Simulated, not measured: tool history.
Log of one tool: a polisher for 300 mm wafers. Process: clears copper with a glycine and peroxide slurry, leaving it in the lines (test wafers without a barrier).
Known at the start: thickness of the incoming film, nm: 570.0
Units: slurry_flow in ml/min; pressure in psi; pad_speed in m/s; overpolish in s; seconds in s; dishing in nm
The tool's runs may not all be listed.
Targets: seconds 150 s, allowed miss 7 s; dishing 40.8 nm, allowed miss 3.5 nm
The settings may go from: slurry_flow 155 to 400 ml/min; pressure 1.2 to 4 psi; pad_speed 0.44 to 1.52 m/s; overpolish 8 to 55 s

run 1 hour=0 | slurry_flow=255 pressure=2.6 pad_speed=0.98 overpolish=28 | seconds=130.06 dishing=61.658
run 2 hour=5.5 | slurry_flow=255 pressure=2.5 pad_speed=0.98 overpolish=25 | seconds=136.16 dishing=60.623
run 3 hour=9.1 | slurry_flow=250 pressure=2.5 pad_speed=0.96 overpolish=22 | seconds=138.73 dishing=56.395
run 4 hour=14.8 | slurry_flow=215 pressure=2.5 pad_speed=0.96 overpolish=22 | seconds=139.74 dishing=54.915
run 5 hour=23.2 | slurry_flow=215 pressure=2.8 pad_speed=0.96 overpolish=22 | seconds=126.08 dishing=55.809
run 6 hour=27.8 | slurry_flow=215 pressure=2.8 pad_speed=1.12 overpolish=22 | seconds=115.89 dishing=60.44
run 7 hour=31 | slurry_flow=205 pressure=2.8 pad_speed=1.08 overpolish=20 | seconds=118.37 dishing=57.628
run 8 hour=31.5 | slurry_flow=200 pressure=2.8 pad_speed=1.04 overpolish=18 | seconds=120.21 dishing=50.824
run 9 hour=40.1 | slurry_flow=200 pressure=2.7 pad_speed=1.02 overpolish=17 | seconds=127.87 dishing=49.943
run 10 hour=46.7 | slurry_flow=200 pressure=2.7 pad_speed=1.02 overpolish=17 | seconds=126.43 dishing=49.284
run 11 hour=50.7 | slurry_flow=200 pressure=2.6 pad_speed=1.02 overpolish=16 | seconds=130.44 dishing=46.156
run 12 hour=56.7 | slurry_flow=200 pressure=2.5 pad_speed=1.02 overpolish=16 | seconds=134.84 dishing=43.956

Which of these 4 next moves meets every target?
run A hour=62.7 | slurry_flow=175 pressure=2.8 pad_speed=1.14 overpolish=14 | seconds=? dishing=?
run B hour=62.7 | slurry_flow=265 pressure=2.6 pad_speed=1.16 overpolish=13 | seconds=? dishing=?
run C hour=62.7 | slurry_flow=160 pressure=2.2 pad_speed=0.92 overpolish=19 | seconds=? dishing=?
run D hour=62.7 | slurry_flow=210 pressure=2 pad_speed=1.12 overpolish=16 | seconds=? dishing=?

move=A seconds=114.98 dishing=44.517
move=B seconds=116.36 dishing=41.763
move=C seconds=163.09 dishing=43.13
move=D seconds=150.46 dishing=39.977
A: further off than the last run
B: further off than the last run
C: takes the result that was furthest off past its target
D: meets every target
Answer: D

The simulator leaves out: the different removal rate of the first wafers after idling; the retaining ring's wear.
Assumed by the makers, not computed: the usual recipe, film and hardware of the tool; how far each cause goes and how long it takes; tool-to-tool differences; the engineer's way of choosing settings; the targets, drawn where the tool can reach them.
